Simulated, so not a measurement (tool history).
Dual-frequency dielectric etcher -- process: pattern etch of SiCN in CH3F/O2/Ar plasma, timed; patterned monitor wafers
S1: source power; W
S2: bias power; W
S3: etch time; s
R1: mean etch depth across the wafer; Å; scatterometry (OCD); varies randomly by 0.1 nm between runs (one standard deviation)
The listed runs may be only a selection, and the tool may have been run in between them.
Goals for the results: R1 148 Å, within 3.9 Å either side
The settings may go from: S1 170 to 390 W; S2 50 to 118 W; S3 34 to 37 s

{"run": 1, "hour": 0.0, "S1": 280, "S2": 84, "S3": 37, "R1": 129.57}
{"run": 2, "hour": 1.5, "S1": 280, "S2": 84, "S3": 37, "R1": 129.52}
{"run": 3, "hour": 8.7, "S1": 290, "S2": 85, "S3": 37, "R1": 132.22}
{"run": 4, "hour": 17.1, "S1": 290, "S2": 97, "S3": 37, "R1": 139.09}
{"run": 5, "hour": 20.7, "S1": 290, "S2": 97, "S3": 37, "R1": 139.34}
{"hour": 28.5, "done": "source power generator calibrated"}
{"run": 6, "hour": 28.5, "S1": 310, "S2": 99, "S3": 37, "R1": 142.38}
{"run": 7, "hour": 32.6, "S1": 310, "S2": 100, "S3": 37, "R1": 142.28}
{"run": 8, "hour": 39.7, "S1": 310, "S2": 101, "S3": 37, "R1": 143.33}

Consider the 5 candidate settings below. Which is the only one whose results all fall within their allowed miss of target?
{"run": "A", "hour": 46.8, "S1": 320, "S2": 103, "S3": 35.5, "R1": "?"}
{"run": "B", "hour": 46.8, "S1": 310, "S2": 96, "S3": 36.5, "R1": "?"}
{"run": "C", "hour": 46.8, "S1": 340, "S2": 102, "S3": 34.5, "R1": "?"}
{"run": "D", "hour": 46.8, "S1": 310, "S2": 96, "S3": 36, "R1": "?"}
{"run": "E", "hour": 46.8, "S1": 320, "S2": 110, "S3": 36, "R1": "?"}

move=A R1=142.23
move=B R1=140.36
move=C R1=141.39
move=D R1=138.44
move=E R1=147.95
A: its largest miss is bigger than the last run's
B: its largest miss is bigger than the last run's
C: its largest miss is bigger than the last run's
D: its largest miss is bigger than the last run's
E: meets every target
Go with E: it meets all targets.
